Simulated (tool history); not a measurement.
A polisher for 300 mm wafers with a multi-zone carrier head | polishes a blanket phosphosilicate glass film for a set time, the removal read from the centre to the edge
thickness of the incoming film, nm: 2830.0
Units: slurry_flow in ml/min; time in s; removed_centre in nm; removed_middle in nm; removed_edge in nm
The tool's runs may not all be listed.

| run | hour | slurry_flow | centre_zone | middle_zone | edge_zone | slurry_solids | time | removed_centre | removed_middle | removed_edge |
|---|---|---|---|---|---|---|---|---|---|---|
| 1 | 0.0 | 270 | 1.00 | 1.00 | 1.00 | 1.00 | 79 | 613.21 | 613.18 | 600.17 |
| 2 | 9.0 | 270 | 0.97 | 1.01 | 0.97 | 0.90 | 78 | 565.27 | 596.30 | 566.70 |
| 3 | 11.0 | 270 | 0.97 | 1.01 | 0.97 | 0.90 | 59 | 420.06 | 450.25 | 423.66 |
| 4 | 12.8 | 275 | 0.97 | 1.03 | 0.98 | 0.95 | 59 | 437.95 | 472.38 | 442.76 |
| 5 | 13.7 | 280 | 0.96 | 1.05 | 0.98 | 0.95 | 59 | 426.99 | 477.36 | 448.26 |
| 6 | 16.9 | 280 | 0.96 | 1.05 | 0.95 | 0.95 | 59 | 427.65 | 478.93 | 434.51 |
| 7 | 20.7 | 285 | 0.96 | 1.06 | 0.96 | 0.95 | 59 | 422.12 | 490.06 | 432.00 |

Forecast run 8:
| 8 | 25.6 | 285 | 0.96 | 1.06 | 0.97 | 0.95 | 59 | ? | ? | ? |

{"run 8": {"removed_centre": 436.17, "removed_middle": 477.81, "removed_edge": 449.11}}
